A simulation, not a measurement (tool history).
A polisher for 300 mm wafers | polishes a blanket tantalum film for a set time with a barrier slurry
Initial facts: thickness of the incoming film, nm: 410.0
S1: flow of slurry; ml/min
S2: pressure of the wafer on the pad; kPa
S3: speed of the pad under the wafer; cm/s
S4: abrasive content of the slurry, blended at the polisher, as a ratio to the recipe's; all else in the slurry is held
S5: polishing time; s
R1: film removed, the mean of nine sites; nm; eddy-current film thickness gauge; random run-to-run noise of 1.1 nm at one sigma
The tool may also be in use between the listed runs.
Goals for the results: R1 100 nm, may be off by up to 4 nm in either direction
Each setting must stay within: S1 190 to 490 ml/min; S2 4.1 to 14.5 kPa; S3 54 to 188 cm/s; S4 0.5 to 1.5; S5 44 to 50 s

run	hour	S1	S2	S3	S4	S5	R1
1	0	315	9	120	1	50	58.223
2	8.6	315	10.3	120	1	50	66.737
3	16.5	315	10.3	120	0.8	50	62.47
4	25.4	315	10.3	120	0.65	50	58.201
5	28.1	315	10.3	94	0.65	50	45.557
6	36.2	315	10.3	94	0.65	50	46.331
7	41.3	315	11.7	104	0.65	50	57.787
8	48.6	315	12.4	112	0.65	50	63.605
9	53.2	315	13.1	122	0.65	50	74.723
10	53.9	315	13.8	128	0.65	50	80.671
11	54.9	315	13.8	134	0.65	50	85.612
12	58.2	315	13.8	138	0.65	50	88.306

Exercise: of the 5 proposed moves below, exactly one satisfies all targets within the stated allowed misses. Which move is it?
A	61.5	380	13.1	136	0.7	45	?
B	61.5	335	13.8	122	0.95	44	?
C	61.5	300	13.1	134	0.65	48	?
D	61.5	420	14.5	158	0.6	48	?
E	61.5	370	14.5	166	0.8	46	?

move	R1
A	76.58
B	77.849
C	77.08
D	98.79
E	109.8
A: moves away from the targets compared with the last run
B: moves away from the targets compared with the last run
C: moves away from the targets compared with the last run
D: every result within its allowed miss
E: moves the result that the last run missed by most past its target, out the other side
Go with D: it meets all targets.
